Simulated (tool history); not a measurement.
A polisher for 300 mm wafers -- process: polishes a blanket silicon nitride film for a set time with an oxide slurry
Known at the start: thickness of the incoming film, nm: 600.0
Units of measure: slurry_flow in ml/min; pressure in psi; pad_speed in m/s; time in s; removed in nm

run 1 hour=0 | slurry_flow=220 pressure=3.2 pad_speed=1.3 slurry_solids=1 time=110 | removed=81.199
run 2 hour=4.3 | slurry_flow=220 pressure=3.2 pad_speed=1.3 slurry_solids=1 time=116 | removed=85.281
run 3 hour=11.5 | slurry_flow=230 pressure=3.4 pad_speed=1.3 slurry_solids=1 time=116 | removed=91.411
run 4 hour=12.4 | slurry_flow=260 pressure=3.4 pad_speed=1.3 slurry_solids=1 time=116 | removed=93.615
run 5 hour=13.4 | slurry_flow=260 pressure=3.4 pad_speed=1.3 slurry_solids=1 time=110 | removed=87.174
run 6 hour=14.4 | slurry_flow=260 pressure=3.4 pad_speed=1.3 slurry_solids=0.8 time=110 | removed=82.326

Run 7, settings as shown, results not yet in. Your forecast:
run 7 hour=15.2 | slurry_flow=270 pressure=3.6 pad_speed=1.3 slurry_solids=0.8 time=110 | removed=?

{"run 7": {"removed": 87.457}}

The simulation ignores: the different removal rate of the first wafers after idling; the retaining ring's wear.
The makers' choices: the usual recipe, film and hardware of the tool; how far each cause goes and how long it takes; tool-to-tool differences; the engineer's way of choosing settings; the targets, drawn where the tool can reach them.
